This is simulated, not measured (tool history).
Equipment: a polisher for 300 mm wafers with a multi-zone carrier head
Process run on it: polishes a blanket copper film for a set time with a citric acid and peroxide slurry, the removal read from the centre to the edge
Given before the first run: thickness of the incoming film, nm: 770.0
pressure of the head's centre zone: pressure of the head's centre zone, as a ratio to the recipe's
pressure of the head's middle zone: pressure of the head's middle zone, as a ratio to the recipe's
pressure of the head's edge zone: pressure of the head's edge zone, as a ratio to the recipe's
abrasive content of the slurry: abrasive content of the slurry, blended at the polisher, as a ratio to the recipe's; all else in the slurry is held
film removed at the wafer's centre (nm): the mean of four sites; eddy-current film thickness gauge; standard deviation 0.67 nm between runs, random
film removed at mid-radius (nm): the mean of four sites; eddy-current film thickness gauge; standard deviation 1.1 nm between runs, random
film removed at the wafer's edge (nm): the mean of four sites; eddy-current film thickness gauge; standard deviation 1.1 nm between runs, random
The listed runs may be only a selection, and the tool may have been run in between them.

run,day,flow of slurry (ml/min),pressure of the head's centre zone,pressure of the head's middle zone,pressure of the head's edge zone,abrasive content of the slurry,polishing time (s),film removed at the wafer's centre (nm),film removed at mid-radius (nm),film removed at the wafer's edge (nm)
1,0.000,245,1.00,1.00,1.00,1.00,63,123.400,125.620,124.89
2,0.167,240,0.98,1.00,0.99,0.95,61,118.620,123.060,118.71
3,0.292,235,0.96,0.99,1.00,0.95,58,109.260,114.590,115.22
4,0.525,235,0.94,0.99,0.99,0.90,56,100.440,108.760,109.39
5,0.675,235,0.94,0.99,0.99,0.90,65,116.270,128.390,127.85
6,0.908,235,0.94,0.95,0.99,0.90,65,118.510,124.580,126.91
7,1.154,235,0.93,0.95,0.98,0.85,63,112.160,116.870,119.42
8,1.288,235,0.92,0.95,0.97,0.80,61,105.120,111.810,113.30
9,1.512,235,0.91,0.95,0.96,0.75,60,101.610,105.430,110.58
10,1.571,235,0.90,0.97,0.94,0.70,59,96.173,107.210,106.76
11,1.600,235,0.89,0.97,0.93,0.65,58,93.310,104.250,103.20
12,1.892,235,0.88,0.97,0.92,0.65,57,91.534,103.490,101.56

Run 13 has not been measured yet. What should we expect?
13,1.988,230,0.87,0.97,0.91,0.65,56,?,?,?

film removed at the wafer's centre (nm): 87.743
film removed at mid-radius (nm): 99.988
film removed at the wafer's edge (nm): 100.21
